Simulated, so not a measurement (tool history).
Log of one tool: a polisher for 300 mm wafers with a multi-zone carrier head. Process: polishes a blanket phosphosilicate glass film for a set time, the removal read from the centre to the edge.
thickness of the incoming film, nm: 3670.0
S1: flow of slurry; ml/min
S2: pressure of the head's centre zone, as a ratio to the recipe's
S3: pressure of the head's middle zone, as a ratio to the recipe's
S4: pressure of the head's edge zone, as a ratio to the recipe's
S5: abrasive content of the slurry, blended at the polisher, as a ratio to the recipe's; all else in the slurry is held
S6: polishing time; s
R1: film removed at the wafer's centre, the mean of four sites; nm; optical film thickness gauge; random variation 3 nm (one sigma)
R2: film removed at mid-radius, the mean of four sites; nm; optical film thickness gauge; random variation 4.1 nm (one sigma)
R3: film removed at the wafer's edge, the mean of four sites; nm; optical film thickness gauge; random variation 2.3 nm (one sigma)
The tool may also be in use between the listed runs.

{"run": 1, "day": 0.0, "S1": 235, "S2": 1, "S3": 1, "S4": 1, "S5": 1, "S6": 31, "R1": 195.69, "R2": 204, "R3": 196.01}
{"run": 2, "day": 0.179, "S1": 245, "S2": 1.01, "S3": 1.03, "S4": 1.03, "S5": 1.1, "S6": 32, "R1": 213.63, "R2": 220.7, "R3": 212.33}
{"run": 3, "day": 0.446, "S1": 245, "S2": 1.01, "S3": 1.03, "S4": 1.03, "S5": 0.95, "S6": 32, "R1": 202.46, "R2": 209.4, "R3": 200.33}
{"run": 4, "day": 0.608, "S1": 250, "S2": 1.01, "S3": 1.05, "S4": 1.03, "S5": 1.05, "S6": 34, "R1": 222.82, "R2": 236.24, "R3": 221.19}
{"day": 0.771, "done": "worn pad replaced by a new one"}
{"run": 5, "day": 0.771, "S1": 255, "S2": 1.01, "S3": 1.07, "S4": 1.04, "S5": 1.15, "S6": 35, "R1": 254.74, "R2": 271.95, "R3": 254.52}
{"run": 6, "day": 1.029, "S1": 265, "S2": 1.02, "S3": 1.09, "S4": 1.06, "S5": 1.2, "S6": 35, "R1": 260.82, "R2": 284.69, "R3": 260.42}
{"run": 7, "day": 1.362, "S1": 270, "S2": 1.03, "S3": 1.1, "S4": 1.08, "S5": 1.25, "S6": 35, "R1": 273.7, "R2": 287.65, "R3": 270.16}
{"run": 8, "day": 1.738, "S1": 270, "S2": 1.03, "S3": 1.1, "S4": 1.08, "S5": 1.25, "S6": 35, "R1": 272.45, "R2": 293.13, "R3": 270.68}
{"run": 9, "day": 1.992, "S1": 280, "S2": 1.04, "S3": 1.12, "S4": 1.1, "S5": 1.3, "S6": 35, "R1": 282.78, "R2": 303.57, "R3": 275.93}
{"run": 10, "day": 2.038, "S1": 280, "S2": 1.04, "S3": 1.13, "S4": 1.11, "S5": 1.35, "S6": 35, "R1": 282.06, "R2": 309.56, "R3": 278.76}
{"run": 11, "day": 2.279, "S1": 290, "S2": 1.04, "S3": 1.13, "S4": 1.12, "S5": 1.4, "S6": 35, "R1": 287.77, "R2": 311.6, "R3": 283.89}
{"run": 12, "day": 2.596, "S1": 290, "S2": 1.04, "S3": 1.14, "S4": 1.12, "S5": 1.4, "S6": 35, "R1": 286.49, "R2": 319.33, "R3": 287.86}
{"run": 13, "day": 2.829, "S1": 290, "S2": 1.05, "S3": 1.15, "S4": 1.13, "S5": 1.4, "S6": 35, "R1": 290.13, "R2": 312.63, "R3": 284.53}

Forecast run 14:
{"run": 14, "day": 3.167, "S1": 295, "S2": 1.05, "S3": 1.15, "S4": 1.13, "S5": 1.4, "S6": 35, "R1": "?", "R2": "?", "R3": "?"}

{"run 14": {"R1": 292.99, "R2": 320.58, "R3": 285.74}}

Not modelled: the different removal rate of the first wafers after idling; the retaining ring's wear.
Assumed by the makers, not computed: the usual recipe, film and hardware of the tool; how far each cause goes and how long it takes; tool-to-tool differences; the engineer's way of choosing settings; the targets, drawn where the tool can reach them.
